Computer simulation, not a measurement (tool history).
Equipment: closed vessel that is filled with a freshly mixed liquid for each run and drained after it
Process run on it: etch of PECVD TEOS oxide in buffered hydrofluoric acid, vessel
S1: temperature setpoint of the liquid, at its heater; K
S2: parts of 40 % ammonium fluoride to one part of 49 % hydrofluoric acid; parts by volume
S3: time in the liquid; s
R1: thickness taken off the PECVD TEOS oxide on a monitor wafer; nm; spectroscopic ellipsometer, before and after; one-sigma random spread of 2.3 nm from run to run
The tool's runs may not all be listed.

run  hour      S1    S2  S3      R1
  1   0.0  296.15  11.5  90  190.90
  2   8.5  296.15  13.0  90  168.36
  3  16.3  297.65  13.0  90  186.72
  4  17.3  297.65  10.5  90  225.90
  5  24.3  296.15  10.5  90  205.44
  6  29.6  296.65  10.5  90  212.96

Predict the results of run 7:
  7  37.6  297.15  10.5  90   ?

Run 7 produced R1 219.32 nm.

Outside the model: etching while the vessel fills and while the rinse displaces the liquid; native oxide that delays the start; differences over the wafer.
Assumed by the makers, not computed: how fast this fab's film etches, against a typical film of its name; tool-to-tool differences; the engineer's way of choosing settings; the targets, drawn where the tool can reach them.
